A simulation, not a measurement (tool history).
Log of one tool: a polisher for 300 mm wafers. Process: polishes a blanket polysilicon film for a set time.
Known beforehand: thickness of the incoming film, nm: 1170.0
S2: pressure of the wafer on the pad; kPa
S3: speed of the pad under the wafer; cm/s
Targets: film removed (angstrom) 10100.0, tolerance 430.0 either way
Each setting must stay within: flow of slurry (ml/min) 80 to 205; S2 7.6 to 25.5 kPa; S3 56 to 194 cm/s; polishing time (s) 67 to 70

run 1 day=0.000 | flow_of_slurry_(ml/min)=135 S2=16.5 S3=124 polishing_time_(s)=67 | film_removed_(angstrom)=6624.2
run 2 day=0.067 | flow_of_slurry_(ml/min)=140 S2=18.6 S3=124 polishing_time_(s)=67 | film_removed_(angstrom)=7374.8
run 3 day=0.404 | flow_of_slurry_(ml/min)=140 S2=20.0 S3=124 polishing_time_(s)=67 | film_removed_(angstrom)=8006.9
run 4 day=0.462 | flow_of_slurry_(ml/min)=160 S2=20.0 S3=124 polishing_time_(s)=67 | film_removed_(angstrom)=8175.5
run 5 day=0.554 | flow_of_slurry_(ml/min)=160 S2=20.0 S3=138 polishing_time_(s)=67 | film_removed_(angstrom)=8998.3
run 6 day=0.700 | flow_of_slurry_(ml/min)=160 S2=20.0 S3=138 polishing_time_(s)=67 | film_removed_(angstrom)=8698.9
run 7 day=0.988 | flow_of_slurry_(ml/min)=160 S2=20.7 S3=138 polishing_time_(s)=67 | film_removed_(angstrom)=9333.9
run 8 day=1.204 | flow_of_slurry_(ml/min)=160 S2=21.4 S3=138 polishing_time_(s)=67 | film_removed_(angstrom)=9400.3

Next run, 5 choices. One meets every target within its allowed miss, the rest don't. Which?
run A day=1.421 | flow_of_slurry_(ml/min)=160 S2=21.4 S3=146 polishing_time_(s)=68 | film_removed_(angstrom)=?
run B day=1.421 | flow_of_slurry_(ml/min)=160 S2=21.4 S3=134 polishing_time_(s)=67 | film_removed_(angstrom)=?
run C day=1.421 | flow_of_slurry_(ml/min)=170 S2=19.3 S3=146 polishing_time_(s)=68 | film_removed_(angstrom)=?
run D day=1.421 | flow_of_slurry_(ml/min)=170 S2=21.4 S3=128 polishing_time_(s)=68 | film_removed_(angstrom)=?
run E day=1.421 | flow_of_slurry_(ml/min)=150 S2=21.4 S3=134 polishing_time_(s)=67 | film_removed_(angstrom)=?

move=A film_removed_(angstrom)=10310.0
move=B film_removed_(angstrom)=9486.2
move=C film_removed_(angstrom)=9424.2
move=D film_removed_(angstrom)=9374.7
move=E film_removed_(angstrom)=9386.1
A: all results in spec
B: better than the last run, though not everything is in spec
C: about the same distance from the targets as the last run
D: about the same distance from the targets as the last run
E: about the same distance from the targets as the last run
Correct choice: A, which meets every target

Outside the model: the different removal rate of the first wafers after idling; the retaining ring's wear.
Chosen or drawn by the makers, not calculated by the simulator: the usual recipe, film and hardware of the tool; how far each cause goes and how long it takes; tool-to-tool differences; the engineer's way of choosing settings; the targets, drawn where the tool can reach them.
